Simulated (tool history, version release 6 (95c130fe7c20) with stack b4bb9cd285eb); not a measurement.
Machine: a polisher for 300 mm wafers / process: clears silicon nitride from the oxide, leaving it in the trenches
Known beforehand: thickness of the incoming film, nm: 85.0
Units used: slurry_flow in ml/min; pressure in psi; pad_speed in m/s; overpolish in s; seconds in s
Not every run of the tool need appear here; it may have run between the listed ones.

| run | day | slurry_flow | pressure | pad_speed | overpolish | seconds |
|---|---|---|---|---|---|---|
| 1 | 0.000 | 220 | 2.7 | 0.90 | 9 | 112.810 |
| 2 | 0.067 | 220 | 2.6 | 0.90 | 9 | 115.500 |
| 3 | 0.200 | 220 | 2.6 | 1.12 | 9 | 93.661 |
| 4 | 0.325 | 245 | 2.6 | 1.12 | 9 | 93.055 |
| 5 | 0.679 | 245 | 2.6 | 1.00 | 9 | 105.520 |
| 6 | 0.933 | 245 | 2.4 | 1.00 | 9 | 117.220 |
| 7 | 1.308 | 245 | 2.3 | 1.00 | 9 | 118.510 |
| 8 | 1.529 | 245 | 2.2 | 1.00 | 9 | 123.830 |

Run 9 comes next. What will it give?
| 9 | 1.892 | 245 | 2.1 | 1.00 | 9 | ? |

seconds: 132.030 s

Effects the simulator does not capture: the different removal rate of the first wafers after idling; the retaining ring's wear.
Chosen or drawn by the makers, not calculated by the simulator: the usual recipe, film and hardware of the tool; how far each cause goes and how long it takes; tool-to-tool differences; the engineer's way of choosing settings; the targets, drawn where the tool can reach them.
